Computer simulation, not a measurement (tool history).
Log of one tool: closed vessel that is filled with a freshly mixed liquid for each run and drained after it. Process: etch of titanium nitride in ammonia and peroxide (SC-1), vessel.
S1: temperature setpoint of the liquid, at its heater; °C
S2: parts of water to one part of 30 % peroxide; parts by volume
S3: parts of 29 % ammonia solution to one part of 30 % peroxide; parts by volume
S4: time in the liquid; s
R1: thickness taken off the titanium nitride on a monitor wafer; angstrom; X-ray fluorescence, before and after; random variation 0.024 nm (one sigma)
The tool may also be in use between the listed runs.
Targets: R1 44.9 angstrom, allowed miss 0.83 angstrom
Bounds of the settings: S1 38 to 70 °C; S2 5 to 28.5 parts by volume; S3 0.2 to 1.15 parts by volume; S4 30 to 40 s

run	day	S1	S2	S3	S4	R1
1	0	54	15.5	0.65	40	28.996
2	0.029	54	15.5	0.8	40	29.956
3	0.067	55.5	15.5	0.8	40	32.79
4	0.129	55.5	18	0.8	40	30.645
5	0.467	57	18	0.8	40	33.958
6	0.662	58	18	0.8	40	35.987
7	0.9	59	18	0.8	40	38.283
8	1.196	59	18	0.8	40	39.009
9	1.467	59.5	18	0.8	40	40.141
10	1.5	60	18	0.8	40	41.346
11	1.6	60.5	18	0.8	40	42.703

5 next moves are on the table. One of them brings every result within its allowed miss. Which?
A	1.7	58.5	16.5	0.8	40	?
B	1.7	62	26	1.05	40	?
C	1.7	63.5	23	0.75	40	?
D	1.7	58	15.5	0.8	40	?
E	1.7	57	12.5	0.9	40	?

move	R1
A	39.077
B	40.156
C	44.581
D	39.1
E	41.813
A: further off than the last run
B: further off than the last run
C: meets every target
D: further off than the last run
E: further off than the last run
The right move is C.
